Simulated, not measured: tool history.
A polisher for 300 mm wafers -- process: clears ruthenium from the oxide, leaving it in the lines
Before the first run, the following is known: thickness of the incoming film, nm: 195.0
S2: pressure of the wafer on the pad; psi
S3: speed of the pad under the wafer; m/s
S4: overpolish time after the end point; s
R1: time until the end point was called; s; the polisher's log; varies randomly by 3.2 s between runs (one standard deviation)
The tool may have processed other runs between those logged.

run 1 day=0.000 | flow_of_slurry_(ml/min)=305 S2=2.3 S3=1.22 S4=31 | R1=140.53
run 2 day=0.192 | flow_of_slurry_(ml/min)=355 S2=2.3 S3=1.22 S4=31 | R1=140.44
run 3 day=0.321 | flow_of_slurry_(ml/min)=425 S2=2.3 S3=1.22 S4=31 | R1=143.38
run 4 day=0.567 | flow_of_slurry_(ml/min)=425 S2=2.0 S3=1.22 S4=31 | R1=154.90
run 5 day=0.862 | flow_of_slurry_(ml/min)=425 S2=2.0 S3=1.34 S4=31 | R1=150.14
run 6 day=1.029 | flow_of_slurry_(ml/min)=425 S2=1.7 S3=1.30 S4=31 | R1=179.61
run 7 day=1.392 | flow_of_slurry_(ml/min)=425 S2=1.6 S3=1.30 S4=31 | R1=185.54
run 8 day=1.567 | flow_of_slurry_(ml/min)=425 S2=1.6 S3=1.30 S4=31 | R1=183.16
run 9 day=1.854 | flow_of_slurry_(ml/min)=425 S2=1.5 S3=1.30 S4=31 | R1=198.19

Run 10 comes next. What will it give?
run 10 day=1.975 | flow_of_slurry_(ml/min)=425 S2=1.4 S3=1.30 S4=31 | R1=?

Run 10 yielded R1 215.17 s.
